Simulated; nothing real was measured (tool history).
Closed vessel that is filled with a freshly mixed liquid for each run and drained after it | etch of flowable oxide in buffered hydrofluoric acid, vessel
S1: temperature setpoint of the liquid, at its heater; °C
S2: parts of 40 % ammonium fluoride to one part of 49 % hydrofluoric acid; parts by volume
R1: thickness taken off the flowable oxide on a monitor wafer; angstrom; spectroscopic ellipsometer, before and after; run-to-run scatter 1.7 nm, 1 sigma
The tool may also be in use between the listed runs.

{"run": 1, "hour": 0.0, "S1": 22.0, "S2": 8.5, "time in the liquid (s)": 30, "R1": 1194.0}
{"run": 2, "hour": 8.4, "S1": 23.5, "S2": 8.5, "time in the liquid (s)": 30, "R1": 1312.3}
{"run": 3, "hour": 11.8, "S1": 25.0, "S2": 8.5, "time in the liquid (s)": 30, "R1": 1414.2}
{"run": 4, "hour": 15.9, "S1": 26.0, "S2": 8.5, "time in the liquid (s)": 30, "R1": 1502.1}
{"run": 5, "hour": 23.8, "S1": 26.5, "S2": 8.5, "time in the liquid (s)": 30, "R1": 1562.5}
{"run": 6, "hour": 30.2, "S1": 26.5, "S2": 10.5, "time in the liquid (s)": 30, "R1": 1307.2}
{"run": 7, "hour": 36.1, "S1": 26.5, "S2": 10.5, "time in the liquid (s)": 30, "R1": 1298.2}
{"run": 8, "hour": 43.9, "S1": 27.5, "S2": 10.0, "time in the liquid (s)": 30, "R1": 1449.3}
{"run": 9, "hour": 49.0, "S1": 28.0, "S2": 10.0, "time in the liquid (s)": 30, "R1": 1467.7}
{"run": 10, "hour": 49.6, "S1": 28.5, "S2": 10.0, "time in the liquid (s)": 30, "R1": 1528.6}
{"run": 11, "hour": 51.0, "S1": 29.0, "S2": 10.0, "time in the liquid (s)": 30, "R1": 1543.9}

What does the tool deliver on the next run?
{"run": 12, "hour": 58.3, "S1": 29.5, "S2": 9.5, "time in the liquid (s)": 30, "R1": "?"}

{"run 12": {"R1": 1628.7}}

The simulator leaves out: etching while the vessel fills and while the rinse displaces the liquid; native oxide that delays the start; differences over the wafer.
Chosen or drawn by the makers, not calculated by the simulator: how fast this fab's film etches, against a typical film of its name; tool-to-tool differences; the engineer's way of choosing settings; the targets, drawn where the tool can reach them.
